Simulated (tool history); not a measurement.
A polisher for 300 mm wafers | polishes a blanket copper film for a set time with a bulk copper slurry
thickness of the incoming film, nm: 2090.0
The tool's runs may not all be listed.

| run | hour | flow of slurry (ml/min) | pressure of the wafer on the pad (psi) | speed of the pad under the wafer (m/s) | abrasive content of the slurry | polishing time (s) | film removed (nm) |
|---|---|---|---|---|---|---|---|
| 1 | 0 | 120 | 2.1 | 0.84 | 1 | 86 | 545.05 |
| 2 | 2.6 | 125 | 2.2 | 0.84 | 1 | 86 | 563.34 |
| 3 | 8.2 | 125 | 2.2 | 0.74 | 1 | 86 | 501.35 |
| 4 | 16.8 | 130 | 2.3 | 0.74 | 1 | 86 | 514.05 |
| 5 | 25.1 | 110 | 2.3 | 0.74 | 1 | 86 | 501.97 |
| 6 | 25.7 | 110 | 2.3 | 0.9 | 1 | 86 | 605.55 |
| 7 | 30.8 | 140 | 2.9 | 0.9 | 1 | 86 | 746.78 |

The next listed run, before its measurement:
| 8 | 36.5 | 140 | 2.9 | 0.9 | 1 | 86 | ? |

Run 8 gave film removed (nm) 757.1.
